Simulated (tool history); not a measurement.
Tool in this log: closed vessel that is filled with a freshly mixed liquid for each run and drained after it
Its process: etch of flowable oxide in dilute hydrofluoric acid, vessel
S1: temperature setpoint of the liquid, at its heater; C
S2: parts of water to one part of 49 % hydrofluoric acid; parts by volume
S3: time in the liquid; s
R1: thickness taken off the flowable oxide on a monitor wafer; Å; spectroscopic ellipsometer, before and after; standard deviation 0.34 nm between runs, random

Run 1, hour 0: S1 21 C, S2 145 parts by volume, S3 85 s. Result: R1 253.25 Å.
Run 2, hour 4.4: S1 21 C, S2 145 parts by volume, S3 85 s. Result: R1 252.46 Å.
Run 3, hour 10.3: S1 21 C, S2 165 parts by volume, S3 85 s. Result: R1 213.8 Å.
Run 4, hour 15.9: S1 21 C, S2 215 parts by volume, S3 85 s. Result: R1 157.86 Å.
Run 5, hour 18.6: S1 23 C, S2 190 parts by volume, S3 85 s. Result: R1 199.23 Å.
Run 6, hour 23.8: S1 23 C, S2 190 parts by volume, S3 90 s. Result: R1 212.68 Å.

What will run 7 give?
Run 7, hour 25.7: S1 27 C, S2 135 parts by volume, S3 90 s. Result: R1 ?.

Run 7 gave R1 363.79 Å.
